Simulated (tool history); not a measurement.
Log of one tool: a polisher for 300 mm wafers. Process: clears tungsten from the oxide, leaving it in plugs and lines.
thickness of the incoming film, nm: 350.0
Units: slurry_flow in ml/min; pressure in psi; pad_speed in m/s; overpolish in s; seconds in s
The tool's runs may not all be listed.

{"run": 1, "hour": 0.0, "slurry_flow": 165, "pressure": 4.1, "pad_speed": 1.34, "slurry_solids": 1.0, "overpolish": 36, "seconds": 41.864}
{"run": 2, "hour": 5.0, "slurry_flow": 165, "pressure": 3.6, "pad_speed": 1.3, "slurry_solids": 1.0, "overpolish": 36, "seconds": 48.295}
{"run": 3, "hour": 8.1, "slurry_flow": 205, "pressure": 3.6, "pad_speed": 1.3, "slurry_solids": 1.0, "overpolish": 36, "seconds": 47.83}
{"run": 4, "hour": 10.1, "slurry_flow": 205, "pressure": 3.6, "pad_speed": 1.3, "slurry_solids": 1.0, "overpolish": 36, "seconds": 47.381}
{"run": 5, "hour": 13.0, "slurry_flow": 205, "pressure": 3.6, "pad_speed": 1.3, "slurry_solids": 1.0, "overpolish": 36, "seconds": 47.393}
{"run": 6, "hour": 18.7, "slurry_flow": 205, "pressure": 3.2, "pad_speed": 1.26, "slurry_solids": 1.0, "overpolish": 36, "seconds": 53.097}
{"run": 7, "hour": 21.1, "slurry_flow": 200, "pressure": 2.1, "pad_speed": 1.12, "slurry_solids": 1.0, "overpolish": 36, "seconds": 89.754}

Forecast run 8:
{"run": 8, "hour": 21.7, "slurry_flow": 200, "pressure": 2.2, "pad_speed": 1.12, "slurry_solids": 1.0, "overpolish": 36, "seconds": "?"}

Run 8 gave seconds 89.855 s.
